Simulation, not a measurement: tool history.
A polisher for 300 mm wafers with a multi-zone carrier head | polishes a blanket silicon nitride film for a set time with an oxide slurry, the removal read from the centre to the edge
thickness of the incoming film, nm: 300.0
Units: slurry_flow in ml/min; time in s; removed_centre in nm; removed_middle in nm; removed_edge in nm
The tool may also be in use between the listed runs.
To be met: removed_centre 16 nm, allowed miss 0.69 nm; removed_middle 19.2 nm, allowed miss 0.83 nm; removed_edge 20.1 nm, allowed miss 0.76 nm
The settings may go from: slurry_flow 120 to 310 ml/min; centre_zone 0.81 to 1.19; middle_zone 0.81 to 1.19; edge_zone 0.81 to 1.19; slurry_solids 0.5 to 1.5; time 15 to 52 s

run 1 hour=0 | slurry_flow=200 centre_zone=1 middle_zone=1 edge_zone=1 slurry_solids=1 time=33 | removed_centre=19.014 removed_middle=19.598 removed_edge=19.177
run 2 hour=8.4 | slurry_flow=200 centre_zone=1 middle_zone=1 edge_zone=0.92 slurry_solids=1 time=33 | removed_centre=18.563 removed_middle=19.63 removed_edge=18.506
run 3 hour=16.1 | slurry_flow=190 centre_zone=0.95 middle_zone=0.99 edge_zone=0.95 slurry_solids=1.05 time=33 | removed_centre=18.529 removed_middle=19.956 removed_edge=19.333
run 4 hour=18.1 | slurry_flow=190 centre_zone=0.95 middle_zone=0.99 edge_zone=0.95 slurry_solids=1.05 time=27 | removed_centre=15.09 removed_middle=16.033 removed_edge=15.36
run 5 hour=19.3 | slurry_flow=190 centre_zone=1 middle_zone=0.99 edge_zone=0.95 slurry_solids=1.05 time=27 | removed_centre=15.622 removed_middle=16.014 removed_edge=15.498
run 6 hour=20.6 | slurry_flow=170 centre_zone=0.94 middle_zone=1.01 edge_zone=1.02 slurry_solids=1.15 time=27 | removed_centre=15.327 removed_middle=16.829 removed_edge=16.571
run 7 hour=25.2 | slurry_flow=180 centre_zone=0.91 middle_zone=1.01 edge_zone=1.07 slurry_solids=1.2 time=27 | removed_centre=14.998 removed_middle=17.473 removed_edge=17.41
run 8 hour=29.3 | slurry_flow=190 centre_zone=0.91 middle_zone=1.01 edge_zone=1.1 slurry_solids=1.25 time=27 | removed_centre=15.095 removed_middle=17.379 removed_edge=17.906
run 9 hour=38 | slurry_flow=190 centre_zone=0.91 middle_zone=1.02 edge_zone=1.12 slurry_solids=1.3 time=27 | removed_centre=15.471 removed_middle=17.91 removed_edge=18.369

4 next moves are on the table. One of them brings every result within its allowed miss. Which?
run A hour=46.7 | slurry_flow=210 centre_zone=0.92 middle_zone=1.03 edge_zone=1.03 slurry_solids=1.45 time=29 | removed_centre=? removed_middle=? removed_edge=?
run B hour=46.7 | slurry_flow=180 centre_zone=0.9 middle_zone=1.03 edge_zone=1.13 slurry_solids=1.45 time=31 | removed_centre=? removed_middle=? removed_edge=?
run C hour=46.7 | slurry_flow=185 centre_zone=0.94 middle_zone=0.99 edge_zone=1.1 slurry_solids=1.25 time=30 | removed_centre=? removed_middle=? removed_edge=?
run D hour=46.7 | slurry_flow=180 centre_zone=0.87 middle_zone=1 edge_zone=1.13 slurry_solids=1.3 time=30 | removed_centre=? removed_middle=? removed_edge=?

move=A removed_centre=18.054 removed_middle=20.683 removed_edge=20.152
move=B removed_centre=18.402 removed_middle=21.609 removed_edge=22.187
move=C removed_centre=17.74 removed_middle=19.274 removed_edge=20.176
move=D removed_centre=16.563 removed_middle=19.636 removed_edge=20.677
A: brings the result that was furthest off to its target, and leaves another outside
B: takes the result that was furthest off past its target
C: brings the result that was furthest off to its target, and leaves another outside
D: meets every target
Move D is the one to make.
